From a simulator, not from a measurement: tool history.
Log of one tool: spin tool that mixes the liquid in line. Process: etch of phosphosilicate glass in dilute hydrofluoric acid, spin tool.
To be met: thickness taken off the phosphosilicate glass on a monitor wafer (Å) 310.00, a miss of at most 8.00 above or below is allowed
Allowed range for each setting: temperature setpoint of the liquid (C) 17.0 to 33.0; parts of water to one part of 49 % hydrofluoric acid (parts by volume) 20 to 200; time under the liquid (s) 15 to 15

run  hour  temperature setpoint of the liquid (C)  parts of water to one part of 49 % hydrofluoric acid (parts by volume)  time under the liquid (s)  thickness taken off the phosphosilicate glass on a monitor wafer (Å)
  1   0.0                                    25.0                                                                     110                         15                                                                185.70
  2   2.5                                    25.0                                                                     110                         15                                                                186.44
  3  10.3                                    26.0                                                                     105                         15                                                                205.37
  4  14.9                                    27.0                                                                     105                         15                                                                213.02
  5  21.9                                    24.0                                                                     105                         15                                                                187.73
  6  26.0                                    25.0                                                                     105                         15                                                                195.93
  7  34.9                                    26.0                                                                     105                         15                                                                205.65
  8  39.6                                    27.0                                                                     105                         15                                                                212.89
  9  46.7                                    28.0                                                                     105                         15                                                                224.43
 10  55.4                                    28.5                                                                     105                         15                                                                224.72
 11  59.4                                    29.0                                                                     105                         15                                                                231.07
 12  67.2                                    29.5                                                                     105                         15                                                                234.87
 13  74.3                                    30.0                                                                     105                         15                                                                238.47
 14  81.7                                    30.5                                                                     105                         15                                                                244.68
 15  86.4                                    31.0                                                                     105                         15                                                                245.75
 16  94.5                                    31.5                                                                     105                         15                                                                252.20

Which single option among these 4 for the next run brings every result within its allowed miss of target? Just one does.
  A  102.6                                    31.0                                                                      95                         15                                                                     ?
  B  102.6                                    30.5                                                                      90                         15                                                                     ?
  C  102.6                                    28.5                                                                      90                         15                                                                     ?
  D  102.6                                    28.5                                                                      80                         15                                                                     ?

move  thickness taken off the phosphosilicate glass on a monitor wafer (Å)
   A                                                                276.43
   B                                                                288.46
   C                                                                267.35
   D                                                                305.01
A: moves toward the targets from the last run without getting all of them in spec
B: moves toward the targets from the last run without getting all of them in spec
C: moves toward the targets from the last run without getting all of them in spec
D: all results in spec
Move D is the one to make.
